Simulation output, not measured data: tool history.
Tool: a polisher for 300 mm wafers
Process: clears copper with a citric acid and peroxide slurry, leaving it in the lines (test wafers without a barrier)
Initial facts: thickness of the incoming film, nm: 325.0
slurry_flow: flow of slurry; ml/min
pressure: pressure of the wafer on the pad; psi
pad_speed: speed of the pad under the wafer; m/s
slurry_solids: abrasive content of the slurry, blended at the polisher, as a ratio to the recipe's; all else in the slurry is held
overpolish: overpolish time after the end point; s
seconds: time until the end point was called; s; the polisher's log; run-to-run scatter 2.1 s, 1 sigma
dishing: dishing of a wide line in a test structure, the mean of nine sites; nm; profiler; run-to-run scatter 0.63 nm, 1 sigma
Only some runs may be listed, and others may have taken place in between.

run,hour,slurry_flow,pressure,pad_speed,slurry_solids,overpolish,seconds,dishing
1,0,195,2.4,1.16,1,25,164.28,34.036
2,2.6,190,2.3,1.16,1,26,170.69,34.404
3,5.3,190,2.2,1.16,1,26,176.3,35.645
4,12.9,190,2.1,1.16,1,25,182.97,31.37
5,21.5,190,2,1.16,1,26,190.87,31.362
6,27.2,240,2,1.16,1,26,187.25,31.611
7,29.2,240,1.9,1.16,1,26,193.65,30.962
# hour 29.8: slurry blender recalibrated
8,29.8,240,1.8,1.16,1,26,192.47,31.793
9,37.8,200,1.2,1.04,1,29,282.28,23.727
10,45.9,205,1.2,1.04,1,29,283.03,24.504

Estimate the outcome of run 11 from the log above:
11,47.3,210,1.2,1.04,1,29,?,?

{"run 11": {"seconds": 276.34, "dishing": 24.205}}
